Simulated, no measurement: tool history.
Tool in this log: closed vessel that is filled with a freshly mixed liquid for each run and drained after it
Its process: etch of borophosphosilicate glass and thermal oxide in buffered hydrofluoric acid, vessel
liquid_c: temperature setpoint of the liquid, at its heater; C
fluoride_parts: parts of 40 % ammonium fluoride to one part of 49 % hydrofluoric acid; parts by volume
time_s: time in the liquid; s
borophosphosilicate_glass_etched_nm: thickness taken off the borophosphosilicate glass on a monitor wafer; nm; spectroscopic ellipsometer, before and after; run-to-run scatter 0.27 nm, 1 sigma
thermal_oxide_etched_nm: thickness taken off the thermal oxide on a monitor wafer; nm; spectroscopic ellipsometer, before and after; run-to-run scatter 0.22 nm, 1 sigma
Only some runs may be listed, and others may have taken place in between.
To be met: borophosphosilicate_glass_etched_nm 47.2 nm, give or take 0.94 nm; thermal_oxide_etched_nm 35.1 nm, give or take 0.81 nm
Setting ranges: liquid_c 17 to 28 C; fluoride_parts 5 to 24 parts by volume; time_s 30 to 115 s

run,day,liquid_c,fluoride_parts,time_s,borophosphosilicate_glass_etched_nm,thermal_oxide_etched_nm
1,0,20,14.5,60,52.275,39.311
2,0.217,19.5,14.5,60,51.497,38.426
3,0.479,19.5,12.5,60,59.395,43.716
4,0.725,19.5,15,60,49.901,37.016
5,0.875,22,15,60,57.016,42.243
6,1.054,24.5,15,60,64.869,48.969
7,1.438,23,15,60,60.277,45.269
8,1.554,22,15,60,56.641,42.588
9,1.608,21,15,60,53.582,40.295
10,1.983,20.5,15,60,51.778,39.455
11,2.325,20,15,60,50.872,37.974
12,2.538,19.5,15,60,49.934,37.267
13,2.925,19,15,60,48.428,35.844

Of the 4 settings listed for the next run, only one would bring every result within its allowed miss of target. Which one?
A,3.312,19.5,14,50,?,?
B,3.312,22,16,55,?,?
C,3.312,19,14,55,?,?
D,3.312,17,14.5,60,?,?

move,borophosphosilicate_glass_etched_nm,thermal_oxide_etched_nm
A,44.276,33.125
B,48.994,36.736
C,47.367,35.426
D,44.615,33.326
A: the result that was furthest off in the last run now lies on the other side of its target
B: its largest miss is bigger than the last run's
C: every result within its allowed miss
D: the result that was furthest off in the last run now lies on the other side of its target
The right move is C.
